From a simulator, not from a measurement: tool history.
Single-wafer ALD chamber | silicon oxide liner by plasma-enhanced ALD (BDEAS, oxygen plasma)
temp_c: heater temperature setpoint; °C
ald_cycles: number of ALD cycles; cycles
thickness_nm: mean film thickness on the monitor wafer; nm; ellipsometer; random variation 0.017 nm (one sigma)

{"run": 1, "hour": 0.0, "temp_c": 310, "ald_cycles": 37, "thickness_nm": 3.3849}
{"run": 2, "hour": 4.4, "temp_c": 310, "ald_cycles": 36, "thickness_nm": 3.3065}
{"run": 3, "hour": 13.2, "temp_c": 315, "ald_cycles": 36, "thickness_nm": 3.2394}
{"run": 4, "hour": 17.2, "temp_c": 315, "ald_cycles": 39, "thickness_nm": 3.5332}
{"run": 5, "hour": 19.1, "temp_c": 316, "ald_cycles": 38, "thickness_nm": 3.4268}
{"run": 6, "hour": 26.3, "temp_c": 310, "ald_cycles": 38, "thickness_nm": 3.4566}
{"run": 7, "hour": 29.2, "temp_c": 310, "ald_cycles": 37, "thickness_nm": 3.3643}

Forecast run 8:
{"run": 8, "hour": 31.9, "temp_c": 310, "ald_cycles": 36, "thickness_nm": "?"}

{"run 8": {"thickness_nm": 3.3105}}
